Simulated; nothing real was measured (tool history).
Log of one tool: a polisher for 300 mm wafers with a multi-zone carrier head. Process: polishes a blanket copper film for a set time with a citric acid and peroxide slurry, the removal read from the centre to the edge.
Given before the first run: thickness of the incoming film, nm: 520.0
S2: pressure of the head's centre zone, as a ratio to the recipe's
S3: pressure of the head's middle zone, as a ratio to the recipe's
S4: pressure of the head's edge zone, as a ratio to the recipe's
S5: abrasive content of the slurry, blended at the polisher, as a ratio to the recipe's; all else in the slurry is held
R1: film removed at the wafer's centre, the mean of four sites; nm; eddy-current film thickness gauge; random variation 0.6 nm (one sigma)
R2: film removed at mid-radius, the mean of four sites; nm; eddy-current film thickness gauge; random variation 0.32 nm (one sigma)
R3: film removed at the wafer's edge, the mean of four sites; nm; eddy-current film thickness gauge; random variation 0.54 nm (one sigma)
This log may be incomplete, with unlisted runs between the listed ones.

run 1 hour=0.0 | flow_of_slurry_(ml/min)=310 S2=1.00 S3=1.00 S4=1.00 S5=1.00 polishing_time_(s)=38 | R1=69.133 R2=69.675 R3=68.360
run 2 hour=6.5 | flow_of_slurry_(ml/min)=275 S2=1.00 S3=1.00 S4=1.00 S5=1.00 polishing_time_(s)=38 | R1=68.318 R2=68.430 R3=66.599
run 3 hour=11.9 | flow_of_slurry_(ml/min)=275 S2=0.97 S3=1.00 S4=1.00 S5=1.00 polishing_time_(s)=38 | R1=67.204 R2=68.486 R3=67.680
run 4 hour=14.4 | flow_of_slurry_(ml/min)=275 S2=0.97 S3=1.06 S4=1.00 S5=1.00 polishing_time_(s)=38 | R1=67.147 R2=71.992 R3=66.868
run 5 hour=22.8 | flow_of_slurry_(ml/min)=275 S2=1.02 S3=1.06 S4=1.00 S5=1.00 polishing_time_(s)=38 | R1=70.944 R2=71.214 R3=67.941
run 6 hour=24.3 | flow_of_slurry_(ml/min)=260 S2=1.01 S3=1.00 S4=0.97 S5=0.85 polishing_time_(s)=37 | R1=65.029 R2=62.720 R3=60.749
run 7 hour=32.9 | flow_of_slurry_(ml/min)=250 S2=0.98 S3=0.95 S4=0.95 S5=0.75 polishing_time_(s)=37 | R1=59.306 R2=58.650 R3=57.886

Run 8 is up next; what results do you expect?
run 8 hour=33.7 | flow_of_slurry_(ml/min)=240 S2=0.98 S3=0.92 S4=0.93 S5=0.70 polishing_time_(s)=37 | R1=? R2=? R3=?

R1: 57.734 nm
R2: 55.322 nm
R3: 55.999 nm

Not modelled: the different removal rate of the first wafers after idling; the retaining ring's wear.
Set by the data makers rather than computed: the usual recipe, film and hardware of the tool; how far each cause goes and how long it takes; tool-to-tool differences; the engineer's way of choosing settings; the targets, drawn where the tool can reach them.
